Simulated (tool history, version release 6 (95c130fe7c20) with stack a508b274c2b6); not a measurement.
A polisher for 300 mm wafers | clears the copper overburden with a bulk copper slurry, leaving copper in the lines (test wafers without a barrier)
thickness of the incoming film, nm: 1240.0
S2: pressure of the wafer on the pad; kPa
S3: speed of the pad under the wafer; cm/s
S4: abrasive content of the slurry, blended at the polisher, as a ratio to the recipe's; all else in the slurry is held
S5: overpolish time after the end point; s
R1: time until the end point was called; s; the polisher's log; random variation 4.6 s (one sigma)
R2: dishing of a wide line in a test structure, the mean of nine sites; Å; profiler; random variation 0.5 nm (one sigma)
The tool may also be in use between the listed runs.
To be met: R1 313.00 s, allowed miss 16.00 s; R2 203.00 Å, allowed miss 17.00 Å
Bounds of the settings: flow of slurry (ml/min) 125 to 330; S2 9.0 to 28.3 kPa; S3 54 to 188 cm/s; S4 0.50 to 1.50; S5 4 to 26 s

Run 1, day 0.000: flow of slurry (ml/min) 210, S2 18.6 kPa, S3 120 cm/s, S4 1.00, S5 13 s. Result: R1 141.37 s, R2 610.67 Å.
Run 2, day 0.225: flow of slurry (ml/min) 210, S2 18.6 kPa, S3 120 cm/s, S4 1.00, S5 9 s. Result: R1 144.58 s, R2 453.33 Å.
Run 3, day 0.250: flow of slurry (ml/min) 210, S2 15.9 kPa, S3 112 cm/s, S4 1.00, S5 8 s. Result: R1 170.52 s, R2 342.84 Å.
Run 4, day 0.425: flow of slurry (ml/min) 210, S2 15.9 kPa, S3 112 cm/s, S4 0.80, S5 8 s. Result: R1 181.34 s, R2 330.36 Å.
Run 5, day 0.717: flow of slurry (ml/min) 210, S2 15.9 kPa, S3 112 cm/s, S4 0.80, S5 4 s. Result: R1 181.66 s, R2 176.82 Å.
Run 6, day 0.746: flow of slurry (ml/min) 210, S2 14.5 kPa, S3 102 cm/s, S4 0.85, S5 5 s. Result: R1 206.96 s, R2 189.48 Å.
Run 7, day 0.788: flow of slurry (ml/min) 210, S2 13.1 kPa, S3 96 cm/s, S4 0.85, S5 6 s. Result: R1 237.66 s, R2 203.60 Å.
At day 1.100: slurry blender recalibrated.
Run 8, day 1.100: flow of slurry (ml/min) 210, S2 11.7 kPa, S3 94 cm/s, S4 0.85, S5 6 s. Result: R1 244.82 s, R2 180.06 Å.
Run 9, day 1.175: flow of slurry (ml/min) 210, S2 11.0 kPa, S3 88 cm/s, S4 0.85, S5 7 s. Result: R1 277.20 s, R2 197.98 Å.
Run 10, day 1.425: flow of slurry (ml/min) 210, S2 10.3 kPa, S3 86 cm/s, S4 0.85, S5 7 s. Result: R1 303.16 s, R2 191.65 Å.
Run 11, day 1.775: flow of slurry (ml/min) 210, S2 9.7 kPa, S3 86 cm/s, S4 0.85, S5 9 s. Result: R1 323.85 s, R2 224.76 Å.

Which of these 5 next moves meets every target?
Run A, day 2.125: flow of slurry (ml/min) 230, S2 12.4 kPa, S3 72 cm/s, S4 0.90, S5 8 s. Result: R1 ?, R2 ?.
Run B, day 2.125: flow of slurry (ml/min) 205, S2 11.7 kPa, S3 72 cm/s, S4 0.65, S5 13 s. Result: R1 ?, R2 ?.
Run C, day 2.125: flow of slurry (ml/min) 185, S2 11.0 kPa, S3 72 cm/s, S4 1.35, S5 10 s. Result: R1 ?, R2 ?.
Run D, day 2.125: flow of slurry (ml/min) 215, S2 11.0 kPa, S3 84 cm/s, S4 0.75, S5 11 s. Result: R1 ?, R2 ?.
Run E, day 2.125: flow of slurry (ml/min) 210, S2 10.3 kPa, S3 84 cm/s, S4 0.80, S5 11 s. Result: R1 ?, R2 ?.

move      R1      R2
   A  300.62  214.88
   B  335.44  299.37
   C  313.42  251.79
   D  294.66  288.98
   E  306.67  278.27
A: meets every target
B: further off than the last run
C: further off than the last run
D: further off than the last run
E: further off than the last run
Answer: A

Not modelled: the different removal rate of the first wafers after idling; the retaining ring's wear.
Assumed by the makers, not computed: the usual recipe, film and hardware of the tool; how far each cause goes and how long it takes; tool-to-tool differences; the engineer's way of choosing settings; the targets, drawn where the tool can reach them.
